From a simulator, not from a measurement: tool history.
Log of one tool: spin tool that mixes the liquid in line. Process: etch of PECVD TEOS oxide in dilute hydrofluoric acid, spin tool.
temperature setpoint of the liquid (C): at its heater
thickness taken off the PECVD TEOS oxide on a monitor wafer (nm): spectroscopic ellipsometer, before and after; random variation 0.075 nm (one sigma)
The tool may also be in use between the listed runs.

run,hour,temperature setpoint of the liquid (C),parts of water to one part of 49 % hydrofluoric acid (parts by volume),time under the liquid (s),thickness taken off the PECVD TEOS oxide on a monitor wafer (nm)
1,0,21,150,145,15.052
2,4.3,21,200,145,10.78
3,8.6,22,190,145,11.914
4,14,22,190,145,11.802
5,21.9,23,180,145,13.177
6,23.7,24,170,145,14.599
7,25,28,120,145,25.438
8,27.4,27.5,120,145,25.202

The next listed run, before its measurement:
9,31.9,27,120,145,?

Run 9 gave thickness taken off the PECVD TEOS oxide on a monitor wafer (nm) 24.66.

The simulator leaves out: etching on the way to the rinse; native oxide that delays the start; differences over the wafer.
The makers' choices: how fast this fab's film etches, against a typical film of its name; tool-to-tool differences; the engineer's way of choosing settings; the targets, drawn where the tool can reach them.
